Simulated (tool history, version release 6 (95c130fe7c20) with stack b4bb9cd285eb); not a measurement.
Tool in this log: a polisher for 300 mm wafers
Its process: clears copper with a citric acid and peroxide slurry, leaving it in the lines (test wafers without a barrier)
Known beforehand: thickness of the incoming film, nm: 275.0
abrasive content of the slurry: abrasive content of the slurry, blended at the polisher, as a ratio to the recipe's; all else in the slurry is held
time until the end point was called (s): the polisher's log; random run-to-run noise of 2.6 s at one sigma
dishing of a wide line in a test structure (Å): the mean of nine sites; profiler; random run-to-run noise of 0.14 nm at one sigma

run	hour	flow of slurry (ml/min)	pressure of the wafer on the pad (psi)	speed of the pad under the wafer (cm/s)	abrasive content of the slurry	overpolish time after the end point (s)	time until the end point was called (s)	dishing of a wide line in a test structure (Å)
1	0.0	240	2.3	142	1.0	23	142.78	295.740
2	3.4	240	1.9	134	1.0	18	176.45	196.360
3	12.0	240	1.9	134	1.0	8	175.25	92.644
4	16.1	235	1.6	128	1.0	8	214.74	73.445
5	22.0	280	1.6	128	1.0	8	212.66	80.146
6	26.0	280	1.6	144	1.0	8	194.19	85.561
7	33.0	280	1.4	136	1.0	8	231.03	70.573

Run 8 is up next; what results do you expect?
8	39.6	280	1.3	134	1.0	9	?	?

{"run 8": {"time until the end point was called (s)": 249.89, "dishing of a wide line in a test structure (Å)": 74.76}}

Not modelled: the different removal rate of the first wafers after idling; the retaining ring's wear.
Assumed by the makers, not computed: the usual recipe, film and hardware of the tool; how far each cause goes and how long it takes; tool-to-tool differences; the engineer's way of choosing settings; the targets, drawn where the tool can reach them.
